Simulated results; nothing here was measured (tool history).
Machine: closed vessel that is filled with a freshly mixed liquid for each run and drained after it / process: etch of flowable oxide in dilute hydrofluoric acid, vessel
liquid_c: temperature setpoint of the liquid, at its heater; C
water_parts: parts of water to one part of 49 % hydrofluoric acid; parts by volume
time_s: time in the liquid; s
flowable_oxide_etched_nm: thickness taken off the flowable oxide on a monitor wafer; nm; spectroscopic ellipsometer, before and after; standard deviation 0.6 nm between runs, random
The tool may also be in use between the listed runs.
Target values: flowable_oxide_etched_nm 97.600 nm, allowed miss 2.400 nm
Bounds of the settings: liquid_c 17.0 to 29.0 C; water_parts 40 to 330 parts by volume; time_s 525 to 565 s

Run 1, hour 0.0: liquid_c 21.0 C, water_parts 185 parts by volume, time_s 525 s. Result: flowable_oxide_etched_nm 72.125 nm.
Run 2, hour 7.4: liquid_c 23.5 C, water_parts 185 parts by volume, time_s 525 s. Result: flowable_oxide_etched_nm 78.686 nm.
Run 3, hour 16.0: liquid_c 26.0 C, water_parts 185 parts by volume, time_s 525 s. Result: flowable_oxide_etched_nm 86.364 nm.
Run 4, hour 23.1: liquid_c 27.0 C, water_parts 185 parts by volume, time_s 525 s. Result: flowable_oxide_etched_nm 91.190 nm.
Run 5, hour 27.8: liquid_c 27.5 C, water_parts 185 parts by volume, time_s 525 s. Result: flowable_oxide_etched_nm 91.509 nm.
Run 6, hour 29.9: liquid_c 26.0 C, water_parts 185 parts by volume, time_s 525 s. Result: flowable_oxide_etched_nm 87.397 nm.
Run 7, hour 36.9: liquid_c 27.0 C, water_parts 185 parts by volume, time_s 525 s. Result: flowable_oxide_etched_nm 89.408 nm.
Run 8, hour 40.0: liquid_c 27.5 C, water_parts 185 parts by volume, time_s 525 s. Result: flowable_oxide_etched_nm 91.916 nm.
Run 9, hour 44.8: liquid_c 28.0 C, water_parts 185 parts by volume, time_s 525 s. Result: flowable_oxide_etched_nm 93.375 nm.

Which of these 5 next moves meets every target?
Run A, hour 49.6: liquid_c 27.0 C, water_parts 185 parts by volume, time_s 545 s. Result: flowable_oxide_etched_nm ?.
Run B, hour 49.6: liquid_c 27.0 C, water_parts 185 parts by volume, time_s 530 s. Result: flowable_oxide_etched_nm ?.
Run C, hour 49.6: liquid_c 29.0 C, water_parts 185 parts by volume, time_s 530 s. Result: flowable_oxide_etched_nm ?.
Run D, hour 49.6: liquid_c 27.0 C, water_parts 190 parts by volume, time_s 560 s. Result: flowable_oxide_etched_nm ?.
Run E, hour 49.6: liquid_c 28.5 C, water_parts 190 parts by volume, time_s 525 s. Result: flowable_oxide_etched_nm ?.

move  flowable_oxide_etched_nm
   A                    92.059
   B                    89.525
   C                    96.159
   D                    91.567
   E                    90.568
A: further off than the last run
B: further off than the last run
C: in spec on every target
D: further off than the last run
E: further off than the last run
Move C is the one to make.
